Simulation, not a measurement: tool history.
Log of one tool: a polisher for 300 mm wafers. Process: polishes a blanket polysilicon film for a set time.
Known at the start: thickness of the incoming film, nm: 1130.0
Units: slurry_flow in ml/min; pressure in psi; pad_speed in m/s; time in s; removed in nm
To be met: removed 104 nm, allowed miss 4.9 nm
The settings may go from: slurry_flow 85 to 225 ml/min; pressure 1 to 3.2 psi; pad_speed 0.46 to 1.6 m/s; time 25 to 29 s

run  hour  slurry_flow  pressure  pad_speed  time  removed
  1     0          145       2.1       1.02    29   174.37
  2   6.4          145       2.1        0.8    29   138.19
  3  14.8          145       2.3        0.8    29    149.8
  4  16.1          145       2.7        0.8    29   174.07
  5  19.9          145       2.7       0.96    29   205.77
  6  24.6          145       2.3       0.96    29   179.56
  7    27          145       1.9       0.94    29   141.56
  8  29.8          145       1.7       0.94    29   130.53
  9  32.3          145       1.6       0.94    29   122.57
 10  33.6          145       1.5       0.94    29   114.93
 11  40.9          145       1.5       0.94    29   115.66

5 next moves are on the table. One of them brings every result within its allowed miss. Which?
  A  48.2          170       1.7       0.96    28        ?
  B  48.2          160         1       1.26    25        ?
  C  48.2          155       1.4          1    29        ?
  D  48.2          130         2       0.82    27        ?
  E  48.2          150       1.3       1.02    28        ?

move  removed
   A    132.2
   B   92.351
   C   116.22
   D   120.07
   E   105.91
A: further off than the last run
B: takes the result that was furthest off past its target
C: as far off as the last run
D: further off than the last run
E: meets every target
Answer: E
